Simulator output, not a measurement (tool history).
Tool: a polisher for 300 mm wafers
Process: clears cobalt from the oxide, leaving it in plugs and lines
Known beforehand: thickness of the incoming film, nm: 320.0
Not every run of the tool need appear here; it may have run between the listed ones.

run,hour,flow of slurry (ml/min),pressure of the wafer on the pad (psi),speed of the pad under the wafer (cm/s),overpolish time after the end point (s),time until the end point was called (s),dishing of a wide line in a test structure (angstrom)
1,0,125,1.7,112,12,61.81,331.13
2,8.2,125,1.7,96,12,67.521,330.3
3,10.9,120,1.5,94,13,78.18,322.97
4,15.2,120,1.1,94,13,104.2,275.06
5,18.5,120,1.1,94,10,105.47,224.96
6,23.7,115,1.1,92,11,106.38,240.07
7,24.6,100,0.9,90,17,136.07,273.76
8,29,110,0.9,90,17,133.39,285.92

Predict the results of run 9:
9,32.2,145,1,90,16,?,?

{"run 9": {"time until the end point was called (s)": 110.5, "dishing of a wide line in a test structure (angstrom)": 301.77}}
